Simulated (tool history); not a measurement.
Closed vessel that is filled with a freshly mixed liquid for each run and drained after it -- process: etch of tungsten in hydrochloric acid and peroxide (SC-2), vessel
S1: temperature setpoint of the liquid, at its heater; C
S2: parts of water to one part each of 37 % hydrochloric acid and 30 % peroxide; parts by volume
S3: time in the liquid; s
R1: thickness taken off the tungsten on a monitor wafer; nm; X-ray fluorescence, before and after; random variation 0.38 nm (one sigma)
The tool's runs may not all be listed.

run,day,S1,S2,S3,R1
1,0.000,62.0,5.5,100,84.832
2,0.021,58.5,5.5,100,69.170
3,0.054,61.0,5.5,100,80.862
4,0.342,61.0,7.0,100,67.616
5,0.433,61.0,6.0,100,74.864
6,0.771,58.0,6.0,100,62.726

Run 7, settings as shown, results not yet in. Your forecast:
7,1.079,56.0,6.0,100,?

Run 7 measured R1 54.892 nm.
